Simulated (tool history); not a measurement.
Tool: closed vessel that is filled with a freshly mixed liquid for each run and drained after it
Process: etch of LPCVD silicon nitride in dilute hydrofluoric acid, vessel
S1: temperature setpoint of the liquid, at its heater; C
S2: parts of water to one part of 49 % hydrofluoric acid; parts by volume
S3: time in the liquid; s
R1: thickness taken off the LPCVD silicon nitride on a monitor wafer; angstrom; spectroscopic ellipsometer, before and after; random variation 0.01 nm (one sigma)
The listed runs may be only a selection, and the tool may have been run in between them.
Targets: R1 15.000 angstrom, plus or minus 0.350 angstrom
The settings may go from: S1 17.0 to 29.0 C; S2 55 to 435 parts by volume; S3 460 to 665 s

run 1 hour=0.0 | S1=21.0 S2=245 S3=665 | R1=11.774
run 2 hour=6.4 | S1=21.5 S2=245 S3=665 | R1=12.042
run 3 hour=15.9 | S1=22.0 S2=245 S3=665 | R1=12.595
run 4 hour=23.4 | S1=19.0 S2=245 S3=665 | R1=10.293
run 5 hour=32.4 | S1=19.0 S2=245 S3=665 | R1=10.266
run 6 hour=35.6 | S1=20.0 S2=245 S3=665 | R1=10.897
run 7 hour=42.7 | S1=21.0 S2=245 S3=665 | R1=11.674
run 8 hour=52.0 | S1=21.5 S2=245 S3=665 | R1=12.186
run 9 hour=53.5 | S1=22.0 S2=245 S3=665 | R1=12.573
run 10 hour=56.3 | S1=22.5 S2=245 S3=665 | R1=12.842
run 11 hour=61.0 | S1=23.0 S2=245 S3=665 | R1=13.234
run 12 hour=64.9 | S1=23.5 S2=245 S3=665 | R1=13.750
run 13 hour=69.9 | S1=24.5 S2=245 S3=665 | R1=14.544

4 next moves are on the table. One of them brings every result within its allowed miss. Which?
run A hour=74.9 | S1=29.0 S2=320 S3=640 | R1=?
run B hour=74.9 | S1=23.5 S2=225 S3=665 | R1=?
run C hour=74.9 | S1=24.0 S2=245 S3=665 | R1=?
run D hour=74.9 | S1=20.0 S2=185 S3=650 | R1=?

move=A R1=14.052
move=B R1=14.925
move=C R1=14.156
move=D R1=14.102
A: misses by more than the last run did
B: hits every target within its allowed miss
C: misses by more than the last run did
D: misses by more than the last run did
Answer: B
